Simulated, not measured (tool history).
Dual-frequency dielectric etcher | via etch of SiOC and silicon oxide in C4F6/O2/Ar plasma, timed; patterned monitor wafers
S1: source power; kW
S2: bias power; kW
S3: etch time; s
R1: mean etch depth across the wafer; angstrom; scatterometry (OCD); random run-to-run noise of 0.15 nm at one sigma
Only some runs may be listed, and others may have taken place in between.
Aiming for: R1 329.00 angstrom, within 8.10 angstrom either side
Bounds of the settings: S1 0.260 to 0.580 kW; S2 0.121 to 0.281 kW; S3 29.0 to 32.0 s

Run 1, hour 0.0: S1 0.420 kW, S2 0.201 kW, S3 32.0 s. Result: R1 382.60 angstrom.
Run 2, hour 5.4: S1 0.490 kW, S2 0.201 kW, S3 32.0 s. Result: R1 405.20 angstrom.
Run 3, hour 11.3: S1 0.440 kW, S2 0.189 kW, S3 31.5 s. Result: R1 375.37 angstrom.
Run 4, hour 18.4: S1 0.410 kW, S2 0.189 kW, S3 31.5 s. Result: R1 364.15 angstrom.
Run 5, hour 24.6: S1 0.470 kW, S2 0.189 kW, S3 31.5 s. Result: R1 379.03 angstrom.
Run 6, hour 29.5: S1 0.430 kW, S2 0.182 kW, S3 31.5 s. Result: R1 367.62 angstrom.
At hour 30.4: bias power generator calibrated.
Run 7, hour 30.4: S1 0.400 kW, S2 0.176 kW, S3 31.5 s. Result: R1 355.51 angstrom.
Run 8, hour 35.0: S1 0.380 kW, S2 0.171 kW, S3 31.5 s. Result: R1 348.32 angstrom.

Next run, 5 choices. One meets every target within its allowed miss, the rest don't. Which?
Run A, hour 39.6: S1 0.300 kW, S2 0.194 kW, S3 30.5 s. Result: R1 ?.
Run B, hour 39.6: S1 0.390 kW, S2 0.188 kW, S3 31.0 s. Result: R1 ?.
Run C, hour 39.6: S1 0.360 kW, S2 0.168 kW, S3 29.0 s. Result: R1 ?.
Run D, hour 39.6: S1 0.430 kW, S2 0.168 kW, S3 32.0 s. Result: R1 ?.
Run E, hour 39.6: S1 0.390 kW, S2 0.167 kW, S3 31.5 s. Result: R1 ?.

move      R1
   A  325.14
   B  356.25
   C  309.68
   D  363.36
   E  344.91
A: in spec on every target
B: the biggest miss grows against the last run
C: takes the result that was furthest off past its target
D: the biggest miss grows against the last run
E: an improvement on the last run, though not all results are within tolerance
Go with A: it meets all targets.
